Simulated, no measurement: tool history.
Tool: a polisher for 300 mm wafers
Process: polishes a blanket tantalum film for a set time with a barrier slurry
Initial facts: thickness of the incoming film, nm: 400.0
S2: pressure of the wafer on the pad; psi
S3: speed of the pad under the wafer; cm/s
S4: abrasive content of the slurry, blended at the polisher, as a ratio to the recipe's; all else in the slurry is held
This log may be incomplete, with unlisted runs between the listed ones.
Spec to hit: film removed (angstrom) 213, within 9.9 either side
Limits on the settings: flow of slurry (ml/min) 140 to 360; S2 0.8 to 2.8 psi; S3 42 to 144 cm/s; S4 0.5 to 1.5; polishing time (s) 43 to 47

run 1 hour=0 | flow_of_slurry_(ml/min)=230 S2=1.8 S3=92 S4=1 polishing_time_(s)=47 | film_removed_(angstrom)=536.87
run 2 hour=1.2 | flow_of_slurry_(ml/min)=230 S2=1.5 S3=82 S4=1 polishing_time_(s)=47 | film_removed_(angstrom)=410.86
run 3 hour=6.2 | flow_of_slurry_(ml/min)=230 S2=1.5 S3=82 S4=1.1 polishing_time_(s)=47 | film_removed_(angstrom)=414.9
run 4 hour=10.4 | flow_of_slurry_(ml/min)=230 S2=1.3 S3=74 S4=1.1 polishing_time_(s)=47 | film_removed_(angstrom)=353.05
run 5 hour=11.5 | flow_of_slurry_(ml/min)=230 S2=1.3 S3=74 S4=1.1 polishing_time_(s)=43 | film_removed_(angstrom)=319.06
run 6 hour=16.2 | flow_of_slurry_(ml/min)=230 S2=1.3 S3=74 S4=0.9 polishing_time_(s)=43 | film_removed_(angstrom)=306.66
run 7 hour=18.5 | flow_of_slurry_(ml/min)=230 S2=1.1 S3=72 S4=0.9 polishing_time_(s)=43 | film_removed_(angstrom)=264.48
run 8 hour=25.3 | flow_of_slurry_(ml/min)=230 S2=1 S3=70 S4=0.9 polishing_time_(s)=43 | film_removed_(angstrom)=241.86
run 9 hour=27.4 | flow_of_slurry_(ml/min)=230 S2=0.9 S3=70 S4=0.9 polishing_time_(s)=43 | film_removed_(angstrom)=229.4

Which of these 5 next moves meets every target?
run A hour=29.5 | flow_of_slurry_(ml/min)=235 S2=0.8 S3=70 S4=1.05 polishing_time_(s)=43 | film_removed_(angstrom)=?
run B hour=29.5 | flow_of_slurry_(ml/min)=240 S2=0.9 S3=58 S4=0.9 polishing_time_(s)=43 | film_removed_(angstrom)=?
run C hour=29.5 | flow_of_slurry_(ml/min)=250 S2=0.9 S3=60 S4=0.85 polishing_time_(s)=43 | film_removed_(angstrom)=?
run D hour=29.5 | flow_of_slurry_(ml/min)=235 S2=0.8 S3=60 S4=0.95 polishing_time_(s)=43 | film_removed_(angstrom)=?
run E hour=29.5 | flow_of_slurry_(ml/min)=265 S2=0.9 S3=68 S4=0.95 polishing_time_(s)=46 | film_removed_(angstrom)=?

move=A film_removed_(angstrom)=215.49
move=B film_removed_(angstrom)=187.25
move=C film_removed_(angstrom)=191.54
move=D film_removed_(angstrom)=181.51
move=E film_removed_(angstrom)=239.06
A: every result lands within tolerance
B: pushes the last run's worst result past its target
C: pushes the last run's worst result past its target
D: pushes the last run's worst result past its target
E: lands further from the targets than the last run did
Correct choice: A, which meets every target
